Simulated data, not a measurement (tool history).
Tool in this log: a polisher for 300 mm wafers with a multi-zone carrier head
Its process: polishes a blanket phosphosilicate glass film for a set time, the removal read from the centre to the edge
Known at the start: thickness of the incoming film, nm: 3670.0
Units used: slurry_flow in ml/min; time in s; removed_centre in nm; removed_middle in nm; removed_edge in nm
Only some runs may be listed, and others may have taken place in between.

run  hour  slurry_flow  centre_zone  middle_zone  edge_zone  slurry_solids  time  removed_centre  removed_middle  removed_edge
  1     0          135            1            1          1              1    65          538.97          550.83        545.64
  2   6.6          135            1            1          1            1.2    65          582.87          599.22        594.08
  3  11.6          130         1.01         0.97       0.97           1.05    62          517.48          511.31        517.91
  4  14.5          130         1.06         0.97       0.97           1.05    62           551.3          527.14         529.8
     15.8  -- slurry nozzle cleaned
  5  15.8          130         1.06         0.97       0.92           1.05    62          589.06          544.98        540.61
  6  19.1          130         1.06         0.97       0.92            0.9    62          555.79           514.3        493.52
  7  23.8          130         1.04         0.94       0.91            0.8    59          491.43          454.23        447.74
  8    25          130         1.03         0.92        0.9           0.75    56          448.72          413.89         408.1
  9  33.8          125         1.02          0.9       0.89            0.7    55           419.4          367.89        384.67
 10  41.2          120         1.01          0.9       0.87           0.65    54          391.93          350.54        353.48
 11  44.1          110         1.01          0.9       0.86           0.65    54           378.9          350.53        345.73

Run 12, settings as shown, results not yet in. Your forecast:
 12  48.2          105         1.01         0.88       0.85           0.65    54               ?               ?             ?

{"run 12": {"removed_centre": 367.95, "removed_middle": 334.89, "removed_edge": 345.2}}
